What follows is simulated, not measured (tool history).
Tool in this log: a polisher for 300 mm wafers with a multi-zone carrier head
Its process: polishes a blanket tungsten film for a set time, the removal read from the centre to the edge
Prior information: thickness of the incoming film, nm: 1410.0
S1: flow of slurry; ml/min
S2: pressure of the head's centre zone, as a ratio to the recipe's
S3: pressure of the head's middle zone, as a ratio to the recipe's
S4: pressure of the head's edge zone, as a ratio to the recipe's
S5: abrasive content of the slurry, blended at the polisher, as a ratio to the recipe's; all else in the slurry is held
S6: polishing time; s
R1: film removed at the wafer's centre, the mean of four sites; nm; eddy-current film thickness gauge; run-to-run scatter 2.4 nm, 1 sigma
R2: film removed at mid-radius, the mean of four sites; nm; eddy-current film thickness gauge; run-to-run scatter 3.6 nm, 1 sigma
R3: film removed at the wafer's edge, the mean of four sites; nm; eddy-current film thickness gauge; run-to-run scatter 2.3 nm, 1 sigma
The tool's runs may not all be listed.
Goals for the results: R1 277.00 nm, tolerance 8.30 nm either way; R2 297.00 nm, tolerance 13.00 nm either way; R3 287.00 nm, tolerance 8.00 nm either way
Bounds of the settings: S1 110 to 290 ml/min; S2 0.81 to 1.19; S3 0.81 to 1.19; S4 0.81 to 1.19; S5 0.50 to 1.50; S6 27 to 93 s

run  hour   S1    S2    S3    S4    S5  S6      R1      R2      R3
  1   0.0  185  1.00  1.00  1.00  1.00  59  459.08  440.48  444.54
  2   2.7  140  1.00  1.00  1.00  1.00  59  437.99  420.38  438.17
  3   4.8  170  1.00  1.00  1.00  1.00  59  452.86  436.86  450.20
  4   9.0  170  1.00  1.00  1.00  1.20  59  475.97  457.58  459.85
  5  17.9  170  1.00  1.00  0.94  1.20  59  471.02  448.48  444.01
  6  19.2  170  1.00  1.00  0.98  1.20  59  483.74  460.01  453.78
  7  22.0  170  1.00  1.00  0.98  1.20  59  475.74  455.93  458.28
  8  30.8  175  0.97  1.01  0.95  1.00  55  411.14  416.75  404.63
  9  35.4  180  0.95  1.00  0.93  0.85  52  371.65  369.59  370.07
 10  39.2  180  0.95  1.00  0.93  0.85  52  367.80  368.54  368.47
 11  48.1  185  0.93  1.00  0.91  0.75  50  340.41  357.67  338.95
 12  51.7  180  0.91  0.98  0.89  0.70  49  315.62  332.28  325.67
 13  57.3  175  0.91  0.98  0.87  0.65  49  310.05  329.61  319.73
 14  66.0  175  0.91  0.98  0.86  0.60  48  297.54  308.80  304.17
 15  74.6  165  0.91  0.99  0.85  0.60  48  296.53  310.57  298.84
 16  75.7  130  0.87  0.97  0.83  0.55  48  263.79  290.00  276.68
 17  81.8  135  0.87  0.97  0.83  0.55  48  260.90  284.28  280.85

Below are 4 possible settings for the next run. Only one of them brings all results inside the allowed miss of their targets. Which is it?
  A  87.9  125  0.87  1.07  0.85  0.65  45   ?   ?   ?
  B  87.9  160  0.96  1.13  0.81  0.80  42   ?   ?   ?
  C  87.9  125  0.87  0.88  0.87  0.55  49   ?   ?   ?
  D  87.9  180  0.89  1.00  0.89  0.65  44   ?   ?   ?

move      R1      R2      R3
   A  248.79  304.17  276.74
   B  286.46  329.67  276.06
   C  260.35  270.45  293.63
   D  271.04  302.97  291.77
A: its largest miss is bigger than the last run's
B: takes the biggest miss from the last run beyond its target
C: its largest miss is bigger than the last run's
D: all results land within tolerance of their targets
Answer: D

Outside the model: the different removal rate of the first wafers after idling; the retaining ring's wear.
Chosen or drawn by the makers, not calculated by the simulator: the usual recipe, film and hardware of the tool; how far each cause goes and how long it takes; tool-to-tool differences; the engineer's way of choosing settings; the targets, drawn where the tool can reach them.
